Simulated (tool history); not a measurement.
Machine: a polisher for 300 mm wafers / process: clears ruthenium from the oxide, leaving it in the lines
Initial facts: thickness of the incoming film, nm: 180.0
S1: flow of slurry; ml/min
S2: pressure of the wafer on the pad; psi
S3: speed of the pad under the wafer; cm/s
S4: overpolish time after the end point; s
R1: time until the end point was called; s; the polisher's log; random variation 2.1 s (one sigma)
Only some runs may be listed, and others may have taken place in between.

run	hour	S1	S2	S3	S4	R1
1	0.0	290	2.3	128	20	91.994
2	6.6	290	2.3	108	20	111.130
3	7.2	290	1.8	108	20	139.970
4	8.7	325	1.8	108	20	137.530
5	11.7	325	1.8	124	20	118.390
6	17.4	325	1.8	124	20	120.790
7	23.9	325	1.6	118	20	137.950
8	28.2	325	1.4	114	20	165.460
9	32.6	310	1.3	114	20	179.780
10	34.4	285	1.3	114	20	177.340

Run 11 has not been measured yet. What should we expect?
11	38.0	275	1.2	114	20	?

{"run 11": {"R1": 199.77}}

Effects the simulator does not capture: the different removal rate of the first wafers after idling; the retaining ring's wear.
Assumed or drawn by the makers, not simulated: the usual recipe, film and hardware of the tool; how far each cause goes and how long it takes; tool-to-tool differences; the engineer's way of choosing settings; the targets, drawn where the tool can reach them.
